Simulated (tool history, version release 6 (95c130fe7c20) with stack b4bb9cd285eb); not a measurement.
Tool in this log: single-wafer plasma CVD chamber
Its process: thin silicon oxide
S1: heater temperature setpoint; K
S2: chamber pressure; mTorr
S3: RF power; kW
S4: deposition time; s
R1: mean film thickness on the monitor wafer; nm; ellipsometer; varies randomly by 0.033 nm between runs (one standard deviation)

{"run": 1, "hour": 0.0, "S1": 693.15, "S2": 983, "S3": 0.32, "S4": 6.34, "R1": 11.887}
{"run": 2, "hour": 6.8, "S1": 700.15, "S2": 983, "S3": 0.32, "S4": 6.34, "R1": 11.853}
{"run": 3, "hour": 10.4, "S1": 693.15, "S2": 983, "S3": 0.32, "S4": 6.34, "R1": 11.921}
{"run": 4, "hour": 15.4, "S1": 693.15, "S2": 983, "S3": 0.32, "S4": 6.55, "R1": 12.253}
{"run": 5, "hour": 20.7, "S1": 693.15, "S2": 935, "S3": 0.31, "S4": 6.52, "R1": 11.556}
{"run": 6, "hour": 21.8, "S1": 693.15, "S2": 895, "S3": 0.305, "S4": 6.5, "R1": 11.052}
{"run": 7, "hour": 29.6, "S1": 693.15, "S2": 860, "S3": 0.3, "S4": 6.48, "R1": 10.523}
{"run": 8, "hour": 37.3, "S1": 693.15, "S2": 829, "S3": 0.295, "S4": 6.47, "R1": 10.09}
{"run": 9, "hour": 41.8, "S1": 693.15, "S2": 801, "S3": 0.295, "S4": 6.46, "R1": 9.7366}
{"run": 10, "hour": 42.6, "S1": 693.15, "S2": 777, "S3": 0.295, "S4": 6.46, "R1": 9.3871}
{"run": 11, "hour": 49.0, "S1": 693.15, "S2": 759, "S3": 0.295, "S4": 6.46, "R1": 9.2403}
{"run": 12, "hour": 52.5, "S1": 693.15, "S2": 590, "S3": 0.27, "S4": 6.37, "R1": 6.5051}

Forecast run 13:
{"run": 13, "hour": 53.1, "S1": 693.15, "S2": 606, "S3": 0.27, "S4": 6.37, "R1": "?"}

R1: 6.674 nm
